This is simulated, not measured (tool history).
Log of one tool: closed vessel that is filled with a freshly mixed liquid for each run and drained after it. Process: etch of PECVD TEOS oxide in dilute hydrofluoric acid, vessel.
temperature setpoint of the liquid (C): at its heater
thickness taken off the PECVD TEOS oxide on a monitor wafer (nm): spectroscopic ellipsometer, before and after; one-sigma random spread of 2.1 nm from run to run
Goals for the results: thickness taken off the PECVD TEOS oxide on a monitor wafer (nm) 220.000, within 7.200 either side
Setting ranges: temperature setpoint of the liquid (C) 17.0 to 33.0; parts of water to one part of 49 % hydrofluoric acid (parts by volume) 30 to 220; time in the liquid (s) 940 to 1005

run,hour,temperature setpoint of the liquid (C),parts of water to one part of 49 % hydrofluoric acid (parts by volume),time in the liquid (s),thickness taken off the PECVD TEOS oxide on a monitor wafer (nm)
1,0.0,25.0,125,940,95.426
2,3.1,22.0,125,940,83.508
3,9.2,22.0,160,940,62.449
4,15.7,22.0,145,940,70.873
5,18.0,22.0,145,940,71.303
6,20.1,23.0,135,940,81.224
7,27.2,23.0,135,940,79.683
8,35.1,24.0,125,940,90.711
9,39.8,25.0,120,940,99.200

Consider the 4 candidate settings below. Which is the only one whose results all fall within their allowed miss of target?
A,44.5,26.5,110,1005,?
B,44.5,24.0,50,1005,?
C,44.5,26.0,65,1005,?
D,44.5,26.0,50,990,?

move,thickness taken off the PECVD TEOS oxide on a monitor wafer (nm)
A,122.290
B,263.420
C,215.370
D,281.570
A: nearer the targets than the last run, but a result is still out of spec
B: moves the result that the last run missed by most past its target, out the other side
C: every result within its allowed miss
D: moves the result that the last run missed by most past its target, out the other side
Correct choice: C, which meets every target
